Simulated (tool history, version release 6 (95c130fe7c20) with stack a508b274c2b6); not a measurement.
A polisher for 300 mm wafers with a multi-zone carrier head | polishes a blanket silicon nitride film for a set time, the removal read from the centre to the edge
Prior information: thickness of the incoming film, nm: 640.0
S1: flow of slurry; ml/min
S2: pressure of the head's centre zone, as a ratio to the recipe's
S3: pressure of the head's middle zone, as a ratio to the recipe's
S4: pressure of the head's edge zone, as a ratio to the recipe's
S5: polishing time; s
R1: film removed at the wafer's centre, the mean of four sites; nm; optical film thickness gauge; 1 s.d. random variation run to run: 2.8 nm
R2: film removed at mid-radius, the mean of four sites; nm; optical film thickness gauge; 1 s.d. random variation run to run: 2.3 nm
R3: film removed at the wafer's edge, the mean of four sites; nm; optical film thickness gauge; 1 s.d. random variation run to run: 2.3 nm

Run 1, hour 0.0: S1 125 ml/min, S2 1.00, S3 1.00, S4 1.00, S5 80 s. Result: R1 162.81 nm, R2 168.31 nm, R3 169.25 nm.
Run 2, hour 8.1: S1 125 ml/min, S2 1.06, S3 1.00, S4 1.00, S5 80 s. Result: R1 167.24 nm, R2 170.93 nm, R3 169.52 nm.
Run 3, hour 15.6: S1 135 ml/min, S2 1.08, S3 0.99, S4 0.99, S5 83 s. Result: R1 180.57 nm, R2 180.86 nm, R3 173.95 nm.
Run 4, hour 24.2: S1 135 ml/min, S2 1.08, S3 1.03, S4 0.99, S5 83 s. Result: R1 178.09 nm, R2 182.61 nm, R3 176.89 nm.
At hour 30.3: centre zone pressure recalibrated.
Run 5, hour 30.3: S1 135 ml/min, S2 1.08, S3 1.10, S4 0.99, S5 83 s. Result: R1 188.82 nm, R2 190.71 nm, R3 179.30 nm.
Run 6, hour 37.2: S1 135 ml/min, S2 1.08, S3 1.10, S4 0.94, S5 83 s. Result: R1 191.21 nm, R2 190.31 nm, R3 172.28 nm.
Run 7, hour 39.5: S1 140 ml/min, S2 1.10, S3 1.08, S4 0.94, S5 87 s. Result: R1 207.20 nm, R2 201.10 nm, R3 179.62 nm.

What will run 8 give?
Run 8, hour 42.0: S1 145 ml/min, S2 1.11, S3 1.06, S4 0.96, S5 90 s. Result: R1 ?, R2 ?, R3 ?.

R1: 219.13 nm
R2: 202.03 nm
R3: 188.74 nm
